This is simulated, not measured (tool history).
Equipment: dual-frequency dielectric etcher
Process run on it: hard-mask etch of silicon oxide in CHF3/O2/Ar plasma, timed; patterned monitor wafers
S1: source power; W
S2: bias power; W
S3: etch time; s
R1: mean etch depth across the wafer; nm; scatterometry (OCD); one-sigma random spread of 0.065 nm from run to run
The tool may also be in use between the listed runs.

Run 1, day 0: S1 750 W, S2 203 W, S3 11 s. Result: R1 23.615 nm.
Run 2, day 0.233: S1 720 W, S2 202 W, S3 11 s. Result: R1 23.267 nm.
Run 3, day 0.508: S1 700 W, S2 202 W, S3 11 s. Result: R1 23.012 nm.
Run 4, day 0.829: S1 700 W, S2 238 W, S3 11 s. Result: R1 24.52 nm.
Run 5, day 1.108: S1 700 W, S2 238 W, S3 11 s. Result: R1 24.363 nm.
Run 6, day 1.262: S1 790 W, S2 238 W, S3 11 s. Result: R1 25.535 nm.
Run 7, day 1.579: S1 730 W, S2 237 W, S3 11 s. Result: R1 24.82 nm.
Run 8, day 1.925: S1 730 W, S2 237 W, S3 11 s. Result: R1 24.773 nm.
Run 9, day 2.233: S1 680 W, S2 236 W, S3 11 s. Result: R1 24.249 nm.
Run 10, day 2.425: S1 640 W, S2 235 W, S3 11 s. Result: R1 23.532 nm.

What does the tool deliver on the next run?
Run 11, day 2.688: S1 620 W, S2 234 W, S3 11 s. Result: R1 ?.

Logged for run 11: R1 23.265 nm.

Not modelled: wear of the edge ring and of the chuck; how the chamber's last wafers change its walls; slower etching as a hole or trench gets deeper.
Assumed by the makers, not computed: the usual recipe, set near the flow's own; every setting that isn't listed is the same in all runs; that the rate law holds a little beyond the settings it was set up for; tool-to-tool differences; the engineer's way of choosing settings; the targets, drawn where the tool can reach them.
